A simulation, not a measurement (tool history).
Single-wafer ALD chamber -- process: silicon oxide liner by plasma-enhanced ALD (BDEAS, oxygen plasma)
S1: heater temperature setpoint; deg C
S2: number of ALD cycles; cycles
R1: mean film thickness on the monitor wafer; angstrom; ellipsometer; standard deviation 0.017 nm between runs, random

run	hour	S1	S2	R1
1	0	310	48	44.539
2	4.6	310	46	42.922
3	5.3	301	46	43.698
4	8.5	292	46	44.725
5	15.6	292	41	39.957
6	16.4	294	40	38.987
7	21.1	295	39	37.477
8	28.1	296	39	37.735
9	29.2	297	39	37.37
10	34.6	298	39	37.406
11	39.4	299	39	37.216
12	47.4	300	39	37.026
13	48.9	301	39	36.7
# hour 55.2: thermocouple changed; heater temperature recalibrated
14	55.2	302	39	36.524
15	59.4	303	39	36.642
16	61.8	304	39	36.524

Forecast run 17:
17	70.3	305	39	?

Logged for run 17: R1 36.145 angstrom.
